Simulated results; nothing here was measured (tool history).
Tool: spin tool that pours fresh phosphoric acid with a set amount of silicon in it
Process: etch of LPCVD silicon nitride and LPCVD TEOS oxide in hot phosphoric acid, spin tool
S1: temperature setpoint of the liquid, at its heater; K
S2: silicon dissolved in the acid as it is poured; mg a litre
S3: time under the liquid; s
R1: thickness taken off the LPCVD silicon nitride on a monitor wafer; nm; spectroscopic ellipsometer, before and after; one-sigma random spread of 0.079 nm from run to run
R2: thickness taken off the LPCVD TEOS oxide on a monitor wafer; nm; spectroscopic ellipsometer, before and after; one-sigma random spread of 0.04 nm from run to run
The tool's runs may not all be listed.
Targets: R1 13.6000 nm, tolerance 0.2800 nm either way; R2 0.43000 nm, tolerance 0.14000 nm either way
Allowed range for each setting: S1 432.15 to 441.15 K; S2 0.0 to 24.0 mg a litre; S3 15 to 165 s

run,hour,S1,S2,S3,R1,R2
1,0.0,437.15,10.5,85,7.9841,0.30105
2,6.4,438.15,13.5,95,9.2303,0.35991
3,12.3,438.15,10.5,95,9.2658,0.32881
4,16.5,436.65,10.5,95,8.8045,0.31317
5,25.3,436.65,10.5,130,12.2140,0.41854
6,33.7,437.15,11.5,130,12.3090,0.45808
7,38.9,437.65,9.5,130,12.4360,0.46079
8,45.5,438.15,12.5,130,12.6630,0.52857
9,49.6,438.15,9.0,135,13.2580,0.56876
10,55.1,437.65,12.0,135,13.0530,0.48439

Below are 4 possible settings for the next run. Only one of them brings all results inside the allowed miss of their targets. Which is it?
A,60.6,433.65,18.5,150,?,?
B,60.6,437.15,13.0,140,?,?
C,60.6,436.15,12.5,150,?,?
D,60.6,438.15,6.5,125,?,?

move,R1,R2
A,12.4940,0.33191
B,13.1000,0.46077
C,13.5790,0.46443
D,12.0870,0.51084
A: the biggest miss grows against the last run
B: an improvement on the last run, though not all results are within tolerance
C: every result lands within tolerance
D: the biggest miss grows against the last run
C is the move that brings every result within its allowed miss.
